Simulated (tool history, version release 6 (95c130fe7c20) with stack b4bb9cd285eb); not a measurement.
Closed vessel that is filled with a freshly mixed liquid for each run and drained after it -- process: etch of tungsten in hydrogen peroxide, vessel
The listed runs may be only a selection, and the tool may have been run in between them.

run    day  temperature setpoint of the liquid (C)  concentration of hydrogen peroxide in the mixed liquid (% by weight)  time in the liquid (s)  thickness taken off the tungsten on a monitor wafer (angstrom)
  1      0                                      43                                                                  25.5                      30                                                          550.86
  2  0.242                                      43                                                                  22.5                      30                                                          517.86
  3  0.421                                    39.5                                                                  22.5                      30                                                          416.83
  4  0.608                                    44.5                                                                  22.5                      30                                                          569.57
  5  0.771                                    44.5                                                                  22.5                      30                                                          571.15
  6  0.867                                    44.5                                                                  22.5                      30                                                          571.23

Run 7 has not been measured yet. What should we expect?
  7  1.108                                    43.5                                                                  22.5                      30                                                               ?

thickness taken off the tungsten on a monitor wafer (angstrom): 534.26

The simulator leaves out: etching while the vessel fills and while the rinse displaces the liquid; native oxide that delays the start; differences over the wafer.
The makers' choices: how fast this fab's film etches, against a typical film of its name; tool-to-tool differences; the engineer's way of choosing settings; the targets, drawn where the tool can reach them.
